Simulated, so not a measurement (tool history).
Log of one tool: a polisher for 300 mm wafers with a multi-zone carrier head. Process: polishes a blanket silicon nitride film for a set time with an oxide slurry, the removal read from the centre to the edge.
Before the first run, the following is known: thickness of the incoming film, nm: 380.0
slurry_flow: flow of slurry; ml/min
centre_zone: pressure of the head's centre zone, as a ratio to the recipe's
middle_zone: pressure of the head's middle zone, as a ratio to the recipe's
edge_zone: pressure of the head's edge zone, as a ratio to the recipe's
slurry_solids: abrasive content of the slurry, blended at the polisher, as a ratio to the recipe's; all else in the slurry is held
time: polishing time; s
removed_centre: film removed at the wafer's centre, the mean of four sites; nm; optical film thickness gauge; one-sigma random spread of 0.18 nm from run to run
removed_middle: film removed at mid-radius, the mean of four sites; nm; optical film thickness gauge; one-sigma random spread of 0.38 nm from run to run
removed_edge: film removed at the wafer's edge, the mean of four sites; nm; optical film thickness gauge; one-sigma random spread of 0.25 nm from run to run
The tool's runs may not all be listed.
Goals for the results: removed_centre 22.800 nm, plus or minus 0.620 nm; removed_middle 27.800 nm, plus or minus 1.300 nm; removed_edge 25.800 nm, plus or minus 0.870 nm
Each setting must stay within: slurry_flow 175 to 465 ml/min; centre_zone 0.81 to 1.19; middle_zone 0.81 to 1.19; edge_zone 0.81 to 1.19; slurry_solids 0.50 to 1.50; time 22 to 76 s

run,hour,slurry_flow,centre_zone,middle_zone,edge_zone,slurry_solids,time,removed_centre,removed_middle,removed_edge
1,0.0,295,1.00,1.00,1.00,1.00,49,33.305,32.040,32.142
2,1.2,290,0.98,1.00,0.99,0.95,49,31.176,31.006,31.006
3,3.3,290,0.98,1.00,0.95,0.95,49,31.389,31.102,30.630
4,8.7,285,0.96,1.00,0.94,0.90,49,30.130,31.091,29.517
5,16.5,285,1.00,1.00,0.94,0.90,49,31.219,29.427,29.479
6,21.5,280,0.98,0.99,0.94,0.90,49,30.806,30.496,29.456
7,22.6,285,0.96,0.99,0.95,0.85,49,28.643,29.002,28.264
8,26.3,285,0.94,0.98,0.95,0.85,49,28.374,28.263,28.465
9,29.7,280,0.92,0.99,0.95,0.85,49,27.902,28.752,28.684
10,35.0,280,0.91,1.00,0.95,0.85,49,26.987,29.971,28.613
11,35.8,280,0.90,1.00,0.94,0.85,49,27.430,29.779,28.840

Which single option among these 4 for the next run brings every result within its allowed miss of target? Just one does.
A,36.6,240,0.82,0.95,1.01,0.75,50,?,?,?
B,36.6,270,1.07,0.97,0.83,0.75,54,?,?,?
C,36.6,280,0.82,1.17,0.95,0.95,43,?,?,?
D,36.6,275,0.85,1.06,0.97,0.85,44,?,?,?

move,removed_centre,removed_middle,removed_edge
A,23.390,26.626,27.922
B,33.444,29.556,27.760
C,23.384,31.689,26.855
D,23.307,28.006,26.142
A: gets the furthest-off result to its target, but another result is out of tolerance
B: the biggest miss grows against the last run
C: gets the furthest-off result to its target, but another result is out of tolerance
D: every result within its allowed miss
Correct choice: D, which meets every target

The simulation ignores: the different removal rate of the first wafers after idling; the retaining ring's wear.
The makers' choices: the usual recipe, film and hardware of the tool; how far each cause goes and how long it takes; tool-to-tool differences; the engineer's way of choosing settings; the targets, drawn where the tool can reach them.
